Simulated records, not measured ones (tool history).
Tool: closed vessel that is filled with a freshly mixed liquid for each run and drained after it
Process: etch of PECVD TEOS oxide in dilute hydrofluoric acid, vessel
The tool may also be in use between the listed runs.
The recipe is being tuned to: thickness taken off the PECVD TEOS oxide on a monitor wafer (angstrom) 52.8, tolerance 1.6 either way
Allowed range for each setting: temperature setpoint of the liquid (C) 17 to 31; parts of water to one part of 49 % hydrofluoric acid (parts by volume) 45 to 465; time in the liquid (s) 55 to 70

run  hour  temperature setpoint of the liquid (C)  parts of water to one part of 49 % hydrofluoric acid (parts by volume)  time in the liquid (s)  thickness taken off the PECVD TEOS oxide on a monitor wafer (angstrom)
  1     0                                      23                                                                     255                      70                                                                  35.449
  2     3                                    20.5                                                                     255                      70                                                                  32.166
  3   4.1                                    23.5                                                                     255                      70                                                                   36.82
  4  11.6                                    23.5                                                                     300                      70                                                                  29.062
  5  14.3                                      25                                                                     285                      70                                                                    33.4
  6    21                                      25                                                                     285                      70                                                                  33.642
  7  22.6                                    26.5                                                                     275                      70                                                                   36.83
     27.5  -- hydrofluoric acid flow meter replaced
  8  27.5                                    27.5                                                                     265                      70                                                                  35.139
  9    32                                    27.5                                                                     240                      70                                                                  39.267
 10  33.8                                      31                                                                     195                      70                                                                  58.153
 11  39.9                                    30.5                                                                     195                      70                                                                  56.647
 12  43.9                                    30.5                                                                     195                      70                                                                   56.95
 13  52.1                                      30                                                                     195                      70                                                                  55.596
 14  58.4                                    29.5                                                                     195                      70                                                                  54.451

Exactly one of the 5 candidate moves below puts every result within its allowed miss. Which one?
  A  64.7                                      31                                                                     180                      55                                                                       ?
  B  64.7                                    29.5                                                                     190                      70                                                                       ?
  C  64.7                                      29                                                                     190                      70                                                                       ?
  D  64.7                                    29.5                                                                     215                      70                                                                       ?
  E  64.7                                    26.5                                                                     150                      55                                                                       ?

move  thickness taken off the PECVD TEOS oxide on a monitor wafer (angstrom)
   A                                                                  49.646
   B                                                                    56.1
   C                                                                  55.124
   D                                                                  48.099
   E                                                                  52.601
A: the result that was furthest off in the last run now lies on the other side of its target
B: its largest miss is bigger than the last run's
C: its largest miss is bigger than the last run's
D: the result that was furthest off in the last run now lies on the other side of its target
E: in spec on every target
Correct choice: E, which meets every target
